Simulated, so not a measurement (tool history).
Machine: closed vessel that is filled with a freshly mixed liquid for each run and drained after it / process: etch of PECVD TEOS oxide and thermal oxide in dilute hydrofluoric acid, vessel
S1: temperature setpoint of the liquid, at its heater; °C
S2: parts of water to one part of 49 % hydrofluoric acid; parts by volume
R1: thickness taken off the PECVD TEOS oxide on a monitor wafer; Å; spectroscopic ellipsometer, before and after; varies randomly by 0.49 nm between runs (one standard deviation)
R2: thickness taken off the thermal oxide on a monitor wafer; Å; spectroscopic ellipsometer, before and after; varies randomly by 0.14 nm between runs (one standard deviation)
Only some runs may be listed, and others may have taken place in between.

Run 1, hour 0: S1 23 °C, S2 195 parts by volume, time in the liquid (s) 195. Result: R1 220.92 Å, R2 38.711 Å.
Run 2, hour 1.5: S1 23 °C, S2 195 parts by volume, time in the liquid (s) 135. Result: R1 152.36 Å, R2 26.917 Å.
Run 3, hour 8: S1 24.5 °C, S2 165 parts by volume, time in the liquid (s) 160. Result: R1 235 Å, R2 41.483 Å.
Run 4, hour 14.5: S1 25.5 °C, S2 140 parts by volume, time in the liquid (s) 175. Result: R1 324.93 Å, R2 56.447 Å.
Run 5, hour 18.3: S1 26.5 °C, S2 120 parts by volume, time in the liquid (s) 185. Result: R1 426.83 Å, R2 74.125 Å.
Run 6, hour 27.2: S1 26.5 °C, S2 160 parts by volume, time in the liquid (s) 185. Result: R1 303.5 Å, R2 53.587 Å.
Run 7, hour 33.8: S1 27.5 °C, S2 135 parts by volume, time in the liquid (s) 190. Result: R1 395.56 Å, R2 68.591 Å.
Run 8, hour 35.3: S1 28 °C, S2 115 parts by volume, time in the liquid (s) 195. Result: R1 498.39 Å, R2 87.422 Å.
Run 9, hour 42.9: S1 28.5 °C, S2 100 parts by volume, time in the liquid (s) 200. Result: R1 609.81 Å, R2 105.3 Å.
Run 10, hour 44.1: S1 28.5 °C, S2 100 parts by volume, time in the liquid (s) 200. Result: R1 606.34 Å, R2 106.91 Å.
Run 11, hour 52.7: S1 29 °C, S2 90 parts by volume, time in the liquid (s) 200. Result: R1 698.2 Å, R2 121.86 Å.
Run 12, hour 55: S1 29 °C, S2 90 parts by volume, time in the liquid (s) 200. Result: R1 704.43 Å, R2 123.08 Å.
Run 13, hour 56.8: S1 29.5 °C, S2 80 parts by volume, time in the liquid (s) 200. Result: R1 809.64 Å, R2 142.4 Å.
Run 14, hour 63: S1 30 °C, S2 75 parts by volume, time in the liquid (s) 200. Result: R1 891.56 Å, R2 156.79 Å.
Run 15, hour 71.7: S1 30 °C, S2 70 parts by volume, time in the liquid (s) 200. Result: R1 960.23 Å, R2 168.93 Å.

Expected results for the next run?
Run 16, hour 73.5: S1 30.5 °C, S2 65 parts by volume, time in the liquid (s) 200. Result: R1 ?, R2 ?.

R1: 1065.3 Å
R2: 185.79 Å
